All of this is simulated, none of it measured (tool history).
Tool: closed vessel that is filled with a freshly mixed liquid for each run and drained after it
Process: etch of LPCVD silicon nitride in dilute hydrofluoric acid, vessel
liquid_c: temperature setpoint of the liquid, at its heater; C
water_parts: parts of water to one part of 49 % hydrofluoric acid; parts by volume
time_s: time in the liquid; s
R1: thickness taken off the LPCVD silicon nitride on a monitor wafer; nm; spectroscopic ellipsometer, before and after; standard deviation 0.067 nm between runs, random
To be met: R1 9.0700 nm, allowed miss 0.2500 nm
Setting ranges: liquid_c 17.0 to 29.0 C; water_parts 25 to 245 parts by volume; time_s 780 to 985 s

run 1 day=0.000 | liquid_c=21.0 water_parts=135 time_s=985 | R1=2.7463
run 2 day=0.371 | liquid_c=21.0 water_parts=110 time_s=985 | R1=3.3714
run 3 day=0.696 | liquid_c=21.0 water_parts=125 time_s=985 | R1=2.9431
run 4 day=0.842 | liquid_c=21.0 water_parts=175 time_s=985 | R1=2.1027
run 5 day=0.954 | liquid_c=22.0 water_parts=155 time_s=985 | R1=2.5575
run 6 day=1.067 | liquid_c=23.0 water_parts=140 time_s=985 | R1=3.0530
run 7 day=1.233 | liquid_c=24.0 water_parts=125 time_s=985 | R1=3.5978
run 8 day=1.354 | liquid_c=24.5 water_parts=115 time_s=985 | R1=4.0756
run 9 day=1.529 | liquid_c=25.0 water_parts=105 time_s=985 | R1=4.5160
run 10 day=1.625 | liquid_c=25.5 water_parts=95 time_s=985 | R1=5.2754
run 11 day=1.800 | liquid_c=29.0 water_parts=55 time_s=985 | R1=11.2240
run 12 day=1.858 | liquid_c=28.5 water_parts=55 time_s=985 | R1=10.8780
run 13 day=1.958 | liquid_c=28.0 water_parts=55 time_s=985 | R1=10.5090
run 14 day=2.000 | liquid_c=27.5 water_parts=55 time_s=985 | R1=10.1480
run 15 day=2.208 | liquid_c=26.5 water_parts=55 time_s=985 | R1=9.5275

Exactly one of the 4 candidate moves below puts every result within its allowed miss. Which one?
run A day=2.417 | liquid_c=26.0 water_parts=50 time_s=950 | R1=?
run B day=2.417 | liquid_c=25.5 water_parts=45 time_s=950 | R1=?
run C day=2.417 | liquid_c=24.0 water_parts=40 time_s=800 | R1=?
run D day=2.417 | liquid_c=26.0 water_parts=50 time_s=985 | R1=?

move=A R1=9.8608
move=B R1=10.5760
move=C R1=9.0319
move=D R1=10.2240
A: its largest miss is bigger than the last run's
B: its largest miss is bigger than the last run's
C: all results land within tolerance of their targets
D: its largest miss is bigger than the last run's
The move that meets every target is C.

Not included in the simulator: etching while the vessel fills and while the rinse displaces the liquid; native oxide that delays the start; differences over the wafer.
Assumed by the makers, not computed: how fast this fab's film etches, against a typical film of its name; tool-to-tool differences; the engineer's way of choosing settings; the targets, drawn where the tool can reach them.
